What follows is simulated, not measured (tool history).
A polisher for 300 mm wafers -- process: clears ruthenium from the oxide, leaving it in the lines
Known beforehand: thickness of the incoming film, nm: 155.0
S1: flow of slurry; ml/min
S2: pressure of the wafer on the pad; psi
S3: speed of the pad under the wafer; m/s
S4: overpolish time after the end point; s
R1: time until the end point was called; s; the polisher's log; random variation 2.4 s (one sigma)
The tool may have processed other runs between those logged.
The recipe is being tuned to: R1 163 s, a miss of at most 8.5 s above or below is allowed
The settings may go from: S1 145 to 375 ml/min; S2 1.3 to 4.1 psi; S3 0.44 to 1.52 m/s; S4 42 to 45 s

run 1 hour=0 | S1=240 S2=2.7 S3=0.98 S4=42 | R1=102.21
run 2 hour=6.3 | S1=240 S2=2.7 S3=1.12 S4=42 | R1=88.317
run 3 hour=13 | S1=240 S2=2.3 S3=1.08 S4=42 | R1=109.57
run 4 hour=17.4 | S1=240 S2=2.3 S3=1.08 S4=42 | R1=107.47
run 5 hour=24 | S1=240 S2=2.6 S3=1.08 S4=42 | R1=95.242
run 6 hour=28.2 | S1=205 S2=2.6 S3=1.08 S4=42 | R1=96.243
run 7 hour=29.9 | S1=205 S2=2.2 S3=1.06 S4=42 | R1=117.51
run 8 hour=36.6 | S1=205 S2=2 S3=1.06 S4=42 | R1=128.68
run 9 hour=39.6 | S1=205 S2=1.4 S3=1.04 S4=42 | R1=182.35

Below are 4 possible settings for the next run. Only one of them brings all results inside the allowed miss of their targets. Which is it?
run A hour=42.6 | S1=190 S2=1.5 S3=1.14 S4=42 | R1=?
run B hour=42.6 | S1=260 S2=1.7 S3=1.12 S4=42 | R1=?
run C hour=42.6 | S1=185 S2=1.5 S3=1 S4=45 | R1=?
run D hour=42.6 | S1=145 S2=1.8 S3=1.2 S4=42 | R1=?

move=A R1=161.26
move=B R1=139.69
move=C R1=179.85
move=D R1=137.47
A: each result inside its tolerance
B: pushes the last run's worst result past its target
C: nearer the targets than the last run, but a result is still out of spec
D: pushes the last run's worst result past its target
Correct choice: A, which meets every target
